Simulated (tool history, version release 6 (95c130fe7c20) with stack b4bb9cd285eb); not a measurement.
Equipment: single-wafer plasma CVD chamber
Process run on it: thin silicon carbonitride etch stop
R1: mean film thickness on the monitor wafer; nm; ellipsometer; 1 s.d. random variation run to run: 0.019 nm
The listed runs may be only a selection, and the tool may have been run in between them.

Run 1, hour 0: RF power (W) 230, deposition time (s) 19.6. Result: R1 11.508 nm.
Run 2, hour 2.9: RF power (W) 205, deposition time (s) 19.6. Result: R1 11.196 nm.
Run 3, hour 5.7: RF power (W) 195, deposition time (s) 17.8. Result: R1 10.002 nm.
Run 4, hour 11.9: RF power (W) 215, deposition time (s) 17.8. Result: R1 10.22 nm.
Run 5, hour 20: RF power (W) 215, deposition time (s) 16.2. Result: R1 9.3148 nm.
Run 6, hour 22.3: RF power (W) 205, deposition time (s) 15.6. Result: R1 8.9133 nm.
At hour 30: thermocouple changed; heater temperature recalibrated.
Run 7, hour 30: RF power (W) 195, deposition time (s) 15.2. Result: R1 8.5406 nm.

What does the tool deliver on the next run?
Run 8, hour 32.8: RF power (W) 185, deposition time (s) 15.1. Result: R1 ?.

{"run 8": {"R1": 8.3859}}
